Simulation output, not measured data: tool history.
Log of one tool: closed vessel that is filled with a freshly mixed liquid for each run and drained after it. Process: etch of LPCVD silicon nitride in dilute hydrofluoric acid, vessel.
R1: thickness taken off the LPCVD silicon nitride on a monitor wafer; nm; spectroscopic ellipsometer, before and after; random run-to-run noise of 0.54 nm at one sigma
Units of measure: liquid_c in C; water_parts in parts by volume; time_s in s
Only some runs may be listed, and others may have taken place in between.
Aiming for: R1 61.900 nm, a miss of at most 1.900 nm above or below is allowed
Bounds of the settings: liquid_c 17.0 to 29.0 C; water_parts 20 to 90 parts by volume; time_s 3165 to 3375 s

Run 1, hour 0.0: liquid_c 21.0 C, water_parts 50 parts by volume, time_s 3165 s. Result: R1 22.398 nm.
Run 2, hour 2.7: liquid_c 21.0 C, water_parts 50 parts by volume, time_s 3375 s. Result: R1 23.826 nm.
Run 3, hour 8.3: liquid_c 22.0 C, water_parts 45 parts by volume, time_s 3375 s. Result: R1 28.027 nm.
Run 4, hour 11.8: liquid_c 24.5 C, water_parts 45 parts by volume, time_s 3375 s. Result: R1 33.420 nm.
Run 5, hour 15.8: liquid_c 22.5 C, water_parts 45 parts by volume, time_s 3375 s. Result: R1 29.294 nm.
Run 6, hour 16.8: liquid_c 22.5 C, water_parts 35 parts by volume, time_s 3375 s. Result: R1 37.170 nm.
Run 7, hour 18.2: liquid_c 23.5 C, water_parts 35 parts by volume, time_s 3375 s. Result: R1 40.042 nm.
Run 8, hour 21.2: liquid_c 23.5 C, water_parts 35 parts by volume, time_s 3375 s. Result: R1 40.426 nm.

5 candidate next runs follow, results not yet known. Just one meets every target within its allowed miss. Identify it.
Run A, hour 24.2: liquid_c 23.5 C, water_parts 45 parts by volume, time_s 3375 s. Result: R1 ?.
Run B, hour 24.2: liquid_c 25.5 C, water_parts 50 parts by volume, time_s 3165 s. Result: R1 ?.
Run C, hour 24.2: liquid_c 27.5 C, water_parts 25 parts by volume, time_s 3325 s. Result: R1 ?.
Run D, hour 24.2: liquid_c 25.0 C, water_parts 25 parts by volume, time_s 3375 s. Result: R1 ?.
Run E, hour 24.2: liquid_c 21.5 C, water_parts 40 parts by volume, time_s 3225 s. Result: R1 ?.

move      R1
   A  31.468
   B  30.453
   C  71.803
   D  61.605
   E  29.409
A: lands further from the targets than the last run did
B: lands further from the targets than the last run did
C: pushes the last run's worst result past its target
D: all results land within tolerance of their targets
E: lands further from the targets than the last run did
The right move is D.
